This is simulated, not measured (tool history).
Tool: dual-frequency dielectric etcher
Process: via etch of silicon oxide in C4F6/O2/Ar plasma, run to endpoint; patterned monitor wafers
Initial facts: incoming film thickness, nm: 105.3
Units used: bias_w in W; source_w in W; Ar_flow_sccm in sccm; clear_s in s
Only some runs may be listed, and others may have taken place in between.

| run | hour | bias_w | source_w | Ar_flow_sccm | clear_s |
|---|---|---|---|---|---|
| 1 | 0 | 476 | 270 | 280 | 27.068 |
| 2 | 2.7 | 476 | 300 | 280 | 26.12 |
| 3 | 9.3 | 491 | 300 | 279 | 25.868 |
| 4 | 13.9 | 505 | 300 | 278 | 25.233 |
| 5 | 15.8 | 505 | 300 | 260 | 25.004 |
| 6 | 16.4 | 514 | 300 | 259 | 25.26 |
| 7 | 16.9 | 525 | 300 | 259 | 24.512 |
| 8 | 19.7 | 531 | 300 | 259 | 24.52 |
| 9 | 23.6 | 538 | 300 | 259 | 24.243 |

What does the tool deliver on the next run?
| 10 | 27.5 | 543 | 300 | 259 | ? |

clear_s: 24.334 s
